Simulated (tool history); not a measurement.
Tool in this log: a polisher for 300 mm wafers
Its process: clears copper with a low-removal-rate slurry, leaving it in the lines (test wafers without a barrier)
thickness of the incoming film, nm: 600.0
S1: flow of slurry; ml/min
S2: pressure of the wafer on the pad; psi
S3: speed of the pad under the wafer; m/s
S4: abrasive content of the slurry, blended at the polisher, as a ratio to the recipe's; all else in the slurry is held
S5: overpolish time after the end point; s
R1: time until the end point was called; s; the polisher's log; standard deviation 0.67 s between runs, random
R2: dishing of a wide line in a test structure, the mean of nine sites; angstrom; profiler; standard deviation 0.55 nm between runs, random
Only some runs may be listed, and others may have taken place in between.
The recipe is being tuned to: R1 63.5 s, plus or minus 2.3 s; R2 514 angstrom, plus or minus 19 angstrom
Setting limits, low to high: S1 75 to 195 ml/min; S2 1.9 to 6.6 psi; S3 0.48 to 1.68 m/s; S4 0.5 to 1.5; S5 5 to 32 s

run 1 hour=0 | S1=125 S2=4.2 S3=1.08 S4=1 S5=16 | R1=109.61 R2=360.67
run 2 hour=5.9 | S1=130 S2=4.6 S3=1.08 S4=1 S5=16 | R1=102.06 R2=379.22
run 3 hour=11.6 | S1=130 S2=4.6 S3=1.08 S4=1.15 S5=16 | R1=97.588 R2=384.37
run 4 hour=16.8 | S1=130 S2=5.3 S3=1.08 S4=1.15 S5=16 | R1=86.599 R2=407.53
run 5 hour=20.4 | S1=130 S2=5.3 S3=1.08 S4=1.35 S5=16 | R1=82.703 R2=414.15
run 6 hour=28.4 | S1=130 S2=5.3 S3=1.08 S4=1.2 S5=16 | R1=85.383 R2=412.93
run 7 hour=37.2 | S1=135 S2=5.6 S3=1.08 S4=1.2 S5=16 | R1=80.358 R2=418.08
run 8 hour=40.4 | S1=140 S2=6.6 S3=1.1 S4=1.2 S5=19 | R1=69.937 R2=474.65
run 9 hour=44.4 | S1=140 S2=6.6 S3=1.12 S4=1.2 S5=19 | R1=68.026 R2=485.15
run 10 hour=49.4 | S1=140 S2=6.6 S3=1.14 S4=1.2 S5=19 | R1=69.138 R2=493.45
run 11 hour=52 | S1=140 S2=6.6 S3=1.16 S4=1.2 S5=19 | R1=65.994 R2=475.58

Exactly one of the 5 candidate moves below puts every result within its allowed miss. Which one?
run A hour=54.6 | S1=195 S2=6.6 S3=1.2 S4=1.1 S5=12 | R1=? R2=?
run B hour=54.6 | S1=140 S2=6.2 S3=1.06 S4=1.3 S5=18 | R1=? R2=?
run C hour=54.6 | S1=135 S2=6.6 S3=1.12 S4=1.3 S5=13 | R1=? R2=?
run D hour=54.6 | S1=95 S2=6.6 S3=1.2 S4=1.2 S5=13 | R1=? R2=?
run E hour=54.6 | S1=140 S2=5.8 S3=1.34 S4=1.4 S5=23 | R1=? R2=?

move=A R1=62.824 R2=416.53
move=B R1=73.721 R2=458.74
move=C R1=67.287 R2=418.67
move=D R1=70.143 R2=410.81
move=E R1=62.681 R2=510.09
A: further off than the last run
B: further off than the last run
C: further off than the last run
D: further off than the last run
E: in spec on every target
So the answer is move E, the one that meets all the targets.

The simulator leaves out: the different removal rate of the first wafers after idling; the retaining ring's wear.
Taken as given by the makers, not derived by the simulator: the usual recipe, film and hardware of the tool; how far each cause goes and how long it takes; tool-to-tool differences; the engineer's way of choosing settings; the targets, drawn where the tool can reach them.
